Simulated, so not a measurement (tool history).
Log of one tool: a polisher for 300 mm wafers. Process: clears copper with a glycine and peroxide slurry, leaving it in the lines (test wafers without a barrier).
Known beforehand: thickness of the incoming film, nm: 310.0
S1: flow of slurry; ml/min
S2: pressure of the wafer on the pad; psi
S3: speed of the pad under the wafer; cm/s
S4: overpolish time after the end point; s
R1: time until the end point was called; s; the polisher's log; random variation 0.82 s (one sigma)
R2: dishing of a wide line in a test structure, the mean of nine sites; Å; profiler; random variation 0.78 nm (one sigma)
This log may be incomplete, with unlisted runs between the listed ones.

run 1 day=0 | S1=170 S2=2.3 S3=78 S4=11 | R1=80.324 R2=286.51
run 2 day=0.117 | S1=155 S2=2.3 S3=78 S4=11 | R1=81.183 R2=283.67
run 3 day=0.462 | S1=155 S2=2.4 S3=78 S4=11 | R1=78.99 R2=287.66
run 4 day=0.562 | S1=155 S2=2.4 S3=66 S4=11 | R1=84.564 R2=271.52
run 5 day=0.767 | S1=155 S2=2.9 S3=66 S4=11 | R1=73.653 R2=300.78
-- day=0.883 head pressure recalibrated
run 6 day=0.883 | S1=155 S2=3 S3=68 S4=11 | R1=70.222 R2=340.61

The next listed run, before its measurement:
run 7 day=1.258 | S1=155 S2=3.1 S3=68 S4=11 | R1=? R2=?

{"run 7": {"R1": 65.101, "R2": 343.96}}
